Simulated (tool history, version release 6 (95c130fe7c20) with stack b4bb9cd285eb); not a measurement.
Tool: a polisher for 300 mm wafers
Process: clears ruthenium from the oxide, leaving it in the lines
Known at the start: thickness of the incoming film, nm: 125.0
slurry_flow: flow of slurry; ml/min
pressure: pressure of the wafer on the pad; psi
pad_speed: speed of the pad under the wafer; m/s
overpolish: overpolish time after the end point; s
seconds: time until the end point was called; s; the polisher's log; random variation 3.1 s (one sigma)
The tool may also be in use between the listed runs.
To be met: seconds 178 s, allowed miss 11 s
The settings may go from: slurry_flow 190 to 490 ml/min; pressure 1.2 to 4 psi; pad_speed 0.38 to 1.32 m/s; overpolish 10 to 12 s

run 1 day=0 | slurry_flow=315 pressure=2.6 pad_speed=0.84 overpolish=12 | seconds=113.91
run 2 day=0.283 | slurry_flow=315 pressure=2.3 pad_speed=0.82 overpolish=12 | seconds=137.13
run 3 day=0.408 | slurry_flow=370 pressure=2.3 pad_speed=0.82 overpolish=12 | seconds=131.29
run 4 day=0.642 | slurry_flow=370 pressure=2.3 pad_speed=0.82 overpolish=10 | seconds=133.78
run 5 day=0.896 | slurry_flow=310 pressure=2.3 pad_speed=0.82 overpolish=10 | seconds=129.67
run 6 day=1.154 | slurry_flow=310 pressure=2.1 pad_speed=0.8 overpolish=10 | seconds=158.24
run 7 day=1.258 | slurry_flow=310 pressure=2 pad_speed=0.8 overpolish=10 | seconds=157.33
run 8 day=1.517 | slurry_flow=310 pressure=1.9 pad_speed=0.8 overpolish=10 | seconds=165.8

5 next moves are on the table. One of them brings every result within its allowed miss. Which?
run A day=1.775 | slurry_flow=335 pressure=1.7 pad_speed=0.84 overpolish=12 | seconds=?
run B day=1.775 | slurry_flow=290 pressure=1.8 pad_speed=0.7 overpolish=12 | seconds=?
run C day=1.775 | slurry_flow=275 pressure=1.9 pad_speed=0.86 overpolish=10 | seconds=?
run D day=1.775 | slurry_flow=310 pressure=1.7 pad_speed=0.68 overpolish=10 | seconds=?
run E day=1.775 | slurry_flow=325 pressure=2.3 pad_speed=0.78 overpolish=10 | seconds=?

move=A seconds=174.85
move=B seconds=200.22
move=C seconds=156.66
move=D seconds=216.01
move=E seconds=140.89
A: meets every target
B: takes the result that was furthest off past its target
C: further off than the last run
D: takes the result that was furthest off past its target
E: further off than the last run
Answer: A
